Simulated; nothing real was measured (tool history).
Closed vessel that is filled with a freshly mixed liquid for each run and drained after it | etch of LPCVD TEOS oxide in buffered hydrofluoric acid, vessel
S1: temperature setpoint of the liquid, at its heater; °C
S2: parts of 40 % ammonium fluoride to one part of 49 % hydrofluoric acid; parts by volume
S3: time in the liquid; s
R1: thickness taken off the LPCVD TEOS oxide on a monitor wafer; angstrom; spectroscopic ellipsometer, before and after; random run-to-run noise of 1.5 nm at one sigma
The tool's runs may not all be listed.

Run 1, hour 0: S1 24 °C, S2 18.5 parts by volume, S3 90 s. Result: R1 2813 angstrom.
Run 2, hour 7.4: S1 20.5 °C, S2 18.5 parts by volume, S3 90 s. Result: R1 2315.9 angstrom.
Run 3, hour 13.7: S1 20 °C, S2 18.5 parts by volume, S3 90 s. Result: R1 2287.2 angstrom.
Run 4, hour 19.6: S1 19.5 °C, S2 18.5 parts by volume, S3 90 s. Result: R1 2243 angstrom.
Run 5, hour 27.3: S1 19.5 °C, S2 18.5 parts by volume, S3 90 s. Result: R1 2228.5 angstrom.
Run 6, hour 31.4: S1 19.5 °C, S2 14 parts by volume, S3 90 s. Result: R1 2939.4 angstrom.
Run 7, hour 39.6: S1 19 °C, S2 15 parts by volume, S3 90 s. Result: R1 2663.7 angstrom.
Run 8, hour 44.6: S1 19 °C, S2 15 parts by volume, S3 90 s. Result: R1 2650 angstrom.
Run 9, hour 49.1: S1 18.5 °C, S2 16 parts by volume, S3 90 s. Result: R1 2412.1 angstrom.

Predict the results of run 10:
Run 10, hour 54.9: S1 18 °C, S2 16.5 parts by volume, S3 90 s. Result: R1 ?.

{"run 10": {"R1": 2298.2}}
